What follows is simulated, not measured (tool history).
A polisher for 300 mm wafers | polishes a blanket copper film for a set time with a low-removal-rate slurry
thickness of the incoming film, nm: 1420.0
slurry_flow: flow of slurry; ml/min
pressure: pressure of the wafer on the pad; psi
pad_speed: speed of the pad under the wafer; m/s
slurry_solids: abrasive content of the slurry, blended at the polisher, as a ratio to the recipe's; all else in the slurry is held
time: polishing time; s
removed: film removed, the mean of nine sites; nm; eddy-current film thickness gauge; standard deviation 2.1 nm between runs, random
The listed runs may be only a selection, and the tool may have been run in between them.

run	hour	slurry_flow	pressure	pad_speed	slurry_solids	time	removed
1	0.0	210	2.1	1.36	1.0	77	248.37
2	7.9	210	2.1	1.36	1.0	77	242.78
3	9.0	215	2.1	1.36	1.0	77	245.25
4	10.3	215	2.1	1.36	1.0	77	245.67
5	15.1	215	2.1	1.36	1.0	81	260.11
6	23.8	215	1.7	1.36	1.0	81	215.53
7	28.2	215	1.7	1.36	1.0	81	215.70
8	31.7	220	1.8	1.36	1.0	81	230.76
9	38.7	235	1.8	1.36	1.0	81	232.93

Run 10, settings as shown, results not yet in. Your forecast:
10	39.7	250	1.8	1.36	1.0	81	?

Run 10 came out at removed 234.29 nm.
